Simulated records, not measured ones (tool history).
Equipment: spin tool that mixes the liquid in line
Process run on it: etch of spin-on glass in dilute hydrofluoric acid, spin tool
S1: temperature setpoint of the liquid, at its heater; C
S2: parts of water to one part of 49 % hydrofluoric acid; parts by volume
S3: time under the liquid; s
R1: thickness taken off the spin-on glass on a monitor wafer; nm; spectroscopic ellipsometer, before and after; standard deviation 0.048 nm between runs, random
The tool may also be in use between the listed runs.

run 1 day=0.000 | S1=23.0 S2=265 S3=90 | R1=5.7531
run 2 day=0.108 | S1=23.0 S2=265 S3=70 | R1=4.4746
run 3 day=0.262 | S1=24.0 S2=245 S3=70 | R1=5.1305
run 4 day=0.583 | S1=24.0 S2=245 S3=70 | R1=5.1261
run 5 day=0.896 | S1=25.0 S2=220 S3=70 | R1=6.0620
run 6 day=1.062 | S1=26.0 S2=205 S3=70 | R1=6.8215
run 7 day=1.217 | S1=26.5 S2=195 S3=70 | R1=7.4213
run 8 day=1.546 | S1=27.0 S2=190 S3=70 | R1=7.8048
run 9 day=1.604 | S1=27.5 S2=185 S3=70 | R1=8.1836

What will run 10 give?
run 10 day=1.700 | S1=31.0 S2=140 S3=70 | R1=?

{"run 10": {"R1": 13.141}}
